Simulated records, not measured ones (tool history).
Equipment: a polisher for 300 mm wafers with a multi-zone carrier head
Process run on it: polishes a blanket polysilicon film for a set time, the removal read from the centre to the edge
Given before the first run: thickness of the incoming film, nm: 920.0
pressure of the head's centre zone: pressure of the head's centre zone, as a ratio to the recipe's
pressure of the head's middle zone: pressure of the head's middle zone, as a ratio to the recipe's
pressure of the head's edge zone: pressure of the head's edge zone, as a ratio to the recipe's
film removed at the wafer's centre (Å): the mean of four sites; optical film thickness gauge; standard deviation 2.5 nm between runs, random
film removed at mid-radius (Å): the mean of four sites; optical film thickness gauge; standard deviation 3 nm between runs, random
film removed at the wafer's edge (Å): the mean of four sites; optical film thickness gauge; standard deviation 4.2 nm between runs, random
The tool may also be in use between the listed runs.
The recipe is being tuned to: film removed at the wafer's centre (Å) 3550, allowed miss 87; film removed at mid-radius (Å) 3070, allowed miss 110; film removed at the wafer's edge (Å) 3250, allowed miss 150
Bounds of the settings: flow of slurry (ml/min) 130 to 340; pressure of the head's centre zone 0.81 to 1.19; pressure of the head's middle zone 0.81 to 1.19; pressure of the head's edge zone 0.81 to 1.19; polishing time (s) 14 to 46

run,day,flow of slurry (ml/min),pressure of the head's centre zone,pressure of the head's middle zone,pressure of the head's edge zone,polishing time (s),film removed at the wafer's centre (Å),film removed at mid-radius (Å),film removed at the wafer's edge (Å)
1,0,220,1,1,1,30,2633.5,2641.8,2630.4
2,0.321,220,1,1.03,1,30,2634.7,2748.7,2680.9
3,0.354,220,1,1.09,1,30,2647.3,2851.7,2729
4,0.438,235,1.05,1.09,1.05,30,2806.8,2885.3,2711.6
5,0.612,235,1,1.09,1.05,30,2683.8,2820.2,2766.9
6,0.842,245,1.03,1.06,1.09,31,2851,2913.2,2866.4
7,1.054,250,1.05,1.02,1.12,32,3052.4,2926.7,2945.5
8,1.167,250,1.05,1.02,1.12,32,3004.2,2903.1,2994.8

Pick the move, out of 4, that brings all results within their allowed miss; only one does.
A,1.279,270,1.16,1,1.14,34,?,?,?
B,1.279,325,1.09,1.04,0.86,35,?,?,?
C,1.279,245,1.02,0.83,1.18,37,?,?,?
D,1.279,225,0.89,0.86,1.19,34,?,?,?

move,film removed at the wafer's centre (Å),film removed at mid-radius (Å),film removed at the wafer's edge (Å)
A,3595.8,3077.1,3326.1
B,3552.1,3335.5,3032.7
C,3389.2,2859.6,3659.9
D,2680.6,2671.9,3347.6
A: all results land within tolerance of their targets
B: the worst result of the last run now meets its target, but another is out of spec
C: nearer the targets than the last run, but a result is still out of spec
D: moves away from the targets compared with the last run
So the answer is move A, the one that meets all the targets.

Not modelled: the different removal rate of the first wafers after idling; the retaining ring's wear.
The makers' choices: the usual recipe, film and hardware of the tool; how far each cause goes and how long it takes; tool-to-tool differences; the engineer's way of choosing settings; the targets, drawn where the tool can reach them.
